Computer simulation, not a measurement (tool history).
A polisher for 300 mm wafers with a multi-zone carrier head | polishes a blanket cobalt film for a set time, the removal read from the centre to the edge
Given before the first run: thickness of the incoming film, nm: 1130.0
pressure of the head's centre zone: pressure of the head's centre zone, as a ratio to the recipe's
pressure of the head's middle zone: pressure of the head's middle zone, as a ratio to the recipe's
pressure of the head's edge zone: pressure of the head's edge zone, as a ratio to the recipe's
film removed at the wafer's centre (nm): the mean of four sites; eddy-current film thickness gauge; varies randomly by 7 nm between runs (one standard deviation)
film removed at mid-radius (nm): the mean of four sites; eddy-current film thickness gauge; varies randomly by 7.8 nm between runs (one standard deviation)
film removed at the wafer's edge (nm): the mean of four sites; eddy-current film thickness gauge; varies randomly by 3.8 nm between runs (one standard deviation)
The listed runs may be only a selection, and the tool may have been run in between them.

| run | hour | flow of slurry (ml/min) | pressure of the head's centre zone | pressure of the head's middle zone | pressure of the head's edge zone | polishing time (s) | film removed at the wafer's centre (nm) | film removed at mid-radius (nm) | film removed at the wafer's edge (nm) |
|---|---|---|---|---|---|---|---|---|---|
| 1 | 0 | 145 | 1 | 1 | 1 | 65 | 435.13 | 444.42 | 445.97 |
| 2 | 2.1 | 145 | 1 | 1 | 1.08 | 65 | 436.97 | 453.87 | 460.79 |
| 3 | 6.7 | 145 | 1 | 1.07 | 1.08 | 65 | 437.38 | 472.38 | 459.7 |
| 4 | 8.2 | 155 | 0.99 | 1.05 | 1.1 | 67 | 457.98 | 490.54 | 485.59 |
| 5 | 11.4 | 165 | 0.98 | 1.04 | 1.12 | 68 | 471.37 | 502.25 | 497.18 |
| 6 | 13.1 | 165 | 0.98 | 1.04 | 1.12 | 75 | 510.37 | 545.71 | 560.82 |

For run 7, what comes out?
| 7 | 14.8 | 165 | 0.98 | 1.04 | 1.13 | 75 | ? | ? | ? |

{"run 7": {"film removed at the wafer's centre (nm)": 521.52, "film removed at mid-radius (nm)": 532.34, "film removed at the wafer's edge (nm)": 548.72}}
